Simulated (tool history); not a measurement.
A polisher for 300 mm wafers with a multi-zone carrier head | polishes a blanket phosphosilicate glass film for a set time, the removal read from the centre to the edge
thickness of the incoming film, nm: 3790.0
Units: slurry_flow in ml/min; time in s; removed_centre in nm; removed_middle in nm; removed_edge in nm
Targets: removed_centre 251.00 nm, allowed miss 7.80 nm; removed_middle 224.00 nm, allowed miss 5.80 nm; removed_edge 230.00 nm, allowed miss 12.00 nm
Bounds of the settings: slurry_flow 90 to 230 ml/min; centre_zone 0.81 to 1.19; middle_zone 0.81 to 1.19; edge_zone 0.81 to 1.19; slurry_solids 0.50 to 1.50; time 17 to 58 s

run	hour	slurry_flow	centre_zone	middle_zone	edge_zone	slurry_solids	time	removed_centre	removed_middle	removed_edge
1	0.0	150	1.00	1.00	1.00	1.00	37	249.57	247.10	244.17
2	5.5	150	1.00	0.93	1.00	1.00	37	247.96	230.92	248.20
3	14.1	125	1.00	0.93	1.00	1.00	37	237.88	223.66	243.23
4	16.1	125	1.00	0.93	1.00	1.15	37	255.13	236.44	262.03
5	20.5	125	0.91	0.93	1.00	1.15	37	232.13	239.13	263.33
6	27.7	125	0.91	0.93	1.08	1.15	37	232.58	239.00	258.85
7	31.1	145	1.01	0.98	1.13	0.90	37	234.96	232.57	247.45
# hour 35.6: worn pad replaced by a new one
8	35.6	150	1.03	0.98	1.09	0.90	37	256.85	245.08	260.59
9	38.8	145	1.04	0.97	1.03	0.90	37	264.80	240.15	249.67
10	42.4	140	1.03	0.96	1.01	0.85	37	246.50	231.51	240.03
11	51.4	140	1.04	0.95	0.99	0.85	37	253.63	225.81	248.19

4 next moves are on the table. One of them brings every result within its allowed miss. Which?
A	60.4	145	1.06	0.95	1.04	0.90	37	?	?	?
B	60.4	145	1.09	0.98	0.98	0.80	36	?	?	?
C	60.4	135	0.91	0.84	0.99	0.75	43	?	?	?
D	60.4	130	0.91	0.95	1.05	0.80	40	?	?	?

move	removed_centre	removed_middle	removed_edge
A	266.96	238.11	250.91
B	251.14	223.49	224.82
C	237.60	223.94	258.10
D	227.45	237.42	252.24
A: further off than the last run
B: meets every target
C: further off than the last run
D: further off than the last run
Move B is the one to make.

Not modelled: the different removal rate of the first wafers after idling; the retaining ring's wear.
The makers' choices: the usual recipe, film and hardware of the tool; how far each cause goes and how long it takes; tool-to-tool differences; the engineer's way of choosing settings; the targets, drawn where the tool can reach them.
